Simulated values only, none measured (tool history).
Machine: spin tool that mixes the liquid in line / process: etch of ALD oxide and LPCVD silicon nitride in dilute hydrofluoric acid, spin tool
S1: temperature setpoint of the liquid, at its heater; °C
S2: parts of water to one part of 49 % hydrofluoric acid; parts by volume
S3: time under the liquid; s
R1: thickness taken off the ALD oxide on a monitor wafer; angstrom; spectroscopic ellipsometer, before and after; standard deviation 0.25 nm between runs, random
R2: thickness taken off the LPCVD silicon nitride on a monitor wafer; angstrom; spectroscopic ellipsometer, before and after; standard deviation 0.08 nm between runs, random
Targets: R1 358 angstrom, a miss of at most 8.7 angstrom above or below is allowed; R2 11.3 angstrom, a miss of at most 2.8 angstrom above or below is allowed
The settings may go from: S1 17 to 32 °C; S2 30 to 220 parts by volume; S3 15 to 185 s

run,hour,S1,S2,S3,R1,R2
1,0,24,125,95,107.7,3.4146
2,6.5,25,110,95,129.03,3.8867
3,12,26,100,95,150.47,4.9649
4,14.1,26.5,90,95,174.44,5.6846
5,22.8,27,85,95,186.42,5.9591
6,29.4,27,115,95,132.88,4.6781
7,34.8,27.5,105,95,149.44,4.821
8,36.4,28,95,95,171.66,5.8353
9,41,28.5,85,95,199.49,6.2457
10,50,29,80,95,216.05,6.9081
11,50.9,29.5,75,95,240.7,8.4127
12,56.1,31,35,95,576.72,19.045
13,60.9,29.5,35,95,547.19,15.328
14,69.5,29.5,40,95,462.64,15.797
15,77.6,28.5,40,95,450.41,12.692

Which single option among these 5 for the next run brings every result within its allowed miss of target? Just one does.
A,85.7,27,30,105,?,?
B,85.7,31,60,90,?,?
C,85.7,29,60,115,?,?
D,85.7,31.5,60,115,?,?
E,85.7,28.5,30,90,?,?

move,R1,R2
A,635.18,19.875
B,305,11.187
C,360.57,12.574
D,397.29,14.756
E,578.71,18.818
A: lands further from the targets than the last run did
B: moves the result that the last run missed by most past its target, out the other side
C: every result within its allowed miss
D: closes in on the targets versus the last run, not all within tolerance yet
E: lands further from the targets than the last run did
Go with C: it meets all targets.
